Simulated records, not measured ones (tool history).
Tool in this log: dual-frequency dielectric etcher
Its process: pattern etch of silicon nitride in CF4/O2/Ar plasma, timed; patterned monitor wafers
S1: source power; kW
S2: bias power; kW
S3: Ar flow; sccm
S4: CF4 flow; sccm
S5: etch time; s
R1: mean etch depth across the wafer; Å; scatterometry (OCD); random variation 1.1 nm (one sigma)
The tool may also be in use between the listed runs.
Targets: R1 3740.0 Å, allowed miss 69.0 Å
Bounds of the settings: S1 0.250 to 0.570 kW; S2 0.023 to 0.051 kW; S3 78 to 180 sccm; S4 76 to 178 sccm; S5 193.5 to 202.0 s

run	hour	S1	S2	S3	S4	S5	R1
1	0.0	0.410	0.037	129	127	193.5	2690.7
2	5.3	0.450	0.037	129	127	193.5	2956.5
3	8.3	0.450	0.043	129	127	193.5	3069.6
4	13.9	0.470	0.043	129	127	193.5	3204.5
5	17.8	0.490	0.043	129	127	193.5	3361.0
6	20.1	0.430	0.043	129	127	193.5	2940.5
7	21.2	0.430	0.043	129	127	193.5	2918.2
8	22.9	0.460	0.043	129	127	193.5	3144.5
9	27.2	0.480	0.043	129	127	193.5	3277.0
10	33.1	0.500	0.043	129	127	193.5	3411.2
11	36.0	0.510	0.043	129	127	193.5	3499.7
12	38.9	0.520	0.043	129	127	193.5	3560.8
13	41.6	0.530	0.043	129	127	193.5	3632.4

Below are 4 possible settings for the next run. Only one of them brings all results inside the allowed miss of their targets. Which is it?
A	44.3	0.520	0.044	134	135	199.5	?
B	44.3	0.520	0.042	106	100	198.0	?
C	44.3	0.510	0.043	130	133	195.5	?
D	44.3	0.540	0.044	115	140	194.5	?

move	R1
A	3709.6
B	3568.7
C	3547.5
D	3839.6
A: all results in spec
B: its largest miss is bigger than the last run's
C: its largest miss is bigger than the last run's
D: takes the biggest miss from the last run beyond its target
Answer: A

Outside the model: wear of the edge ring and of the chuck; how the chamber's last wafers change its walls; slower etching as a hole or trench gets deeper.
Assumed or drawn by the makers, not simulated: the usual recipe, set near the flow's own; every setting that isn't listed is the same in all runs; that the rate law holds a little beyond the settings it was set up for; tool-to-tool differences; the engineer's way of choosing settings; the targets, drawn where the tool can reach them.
